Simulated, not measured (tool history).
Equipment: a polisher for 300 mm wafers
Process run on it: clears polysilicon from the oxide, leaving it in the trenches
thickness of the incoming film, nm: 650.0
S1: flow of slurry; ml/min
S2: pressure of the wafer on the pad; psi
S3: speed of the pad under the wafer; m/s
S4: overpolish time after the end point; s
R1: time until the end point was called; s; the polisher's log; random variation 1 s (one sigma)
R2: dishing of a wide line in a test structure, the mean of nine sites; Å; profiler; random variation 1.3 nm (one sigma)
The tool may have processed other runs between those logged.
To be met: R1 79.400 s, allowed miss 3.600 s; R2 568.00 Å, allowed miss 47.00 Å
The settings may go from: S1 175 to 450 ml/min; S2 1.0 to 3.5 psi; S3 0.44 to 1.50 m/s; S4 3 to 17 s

run,hour,S1,S2,S3,S4,R1,R2
1,0.0,290,2.2,0.96,9,54.431,537.48
2,2.0,290,2.0,0.96,10,61.274,549.73
3,7.7,290,1.9,0.96,11,62.290,576.79
4,15.4,290,1.4,0.96,11,84.302,490.52
5,18.9,290,1.4,0.96,12,82.587,498.08
6,20.8,290,1.9,0.96,12,62.863,561.69
7,28.2,290,1.8,0.96,13,66.923,575.24
8,29.8,290,1.7,0.96,14,70.479,593.59
9,33.6,290,1.6,0.96,14,73.874,585.18

Exactly one of the 5 candidate moves below puts every result within its allowed miss. Which one?
A,37.4,305,1.4,1.06,15,?,?
B,37.4,340,1.8,0.90,15,?,?
C,37.4,310,1.4,1.26,14,?,?
D,37.4,315,1.7,0.96,15,?,?
E,37.4,300,1.5,1.24,17,?,?

move,R1,R2
A,80.613,551.31
B,70.568,574.78
C,70.971,561.99
D,71.637,572.28
E,67.372,600.13
A: all results land within tolerance of their targets
B: moves away from the targets compared with the last run
C: moves away from the targets compared with the last run
D: moves away from the targets compared with the last run
E: moves away from the targets compared with the last run
So the answer is move A, the one that meets all the targets.
